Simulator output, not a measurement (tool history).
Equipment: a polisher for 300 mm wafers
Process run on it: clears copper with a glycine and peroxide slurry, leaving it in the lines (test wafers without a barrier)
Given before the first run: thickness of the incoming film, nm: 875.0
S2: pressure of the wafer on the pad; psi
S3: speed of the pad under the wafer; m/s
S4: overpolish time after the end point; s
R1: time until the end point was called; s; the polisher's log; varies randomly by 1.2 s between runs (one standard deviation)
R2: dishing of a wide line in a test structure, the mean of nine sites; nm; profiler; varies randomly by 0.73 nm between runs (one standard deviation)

run 1 day=0.000 | flow_of_slurry_(ml/min)=240 S2=2.1 S3=1.30 S4=13 | R1=163.27 R2=37.623
run 2 day=0.350 | flow_of_slurry_(ml/min)=300 S2=2.1 S3=1.30 S4=13 | R1=163.57 R2=37.869
run 3 day=0.583 | flow_of_slurry_(ml/min)=300 S2=2.4 S3=1.32 S4=13 | R1=138.98 R2=41.202
run 4 day=0.629 | flow_of_slurry_(ml/min)=335 S2=2.4 S3=1.32 S4=13 | R1=139.74 R2=40.763
run 5 day=1.000 | flow_of_slurry_(ml/min)=335 S2=2.6 S3=1.32 S4=14 | R1=129.26 R2=44.882
run 6 day=1.262 | flow_of_slurry_(ml/min)=335 S2=2.6 S3=1.10 S4=14 | R1=148.39 R2=42.076
run 7 day=1.492 | flow_of_slurry_(ml/min)=335 S2=2.8 S3=1.16 S4=14 | R1=135.65 R2=43.955
run 8 day=1.662 | flow_of_slurry_(ml/min)=335 S2=2.9 S3=1.22 S4=14 | R1=128.25 R2=46.073
run 9 day=1.862 | flow_of_slurry_(ml/min)=340 S2=3.0 S3=1.28 S4=14 | R1=118.21 R2=46.451
run 10 day=1.950 | flow_of_slurry_(ml/min)=340 S2=3.1 S3=1.30 S4=14 | R1=113.60 R2=47.902

Run 11 has not been measured yet. What should we expect?
run 11 day=2.300 | flow_of_slurry_(ml/min)=340 S2=3.1 S3=1.32 S4=14 | R1=? R2=?

For run 11 the tool returned R1 111.87 s, R2 46.926 nm.
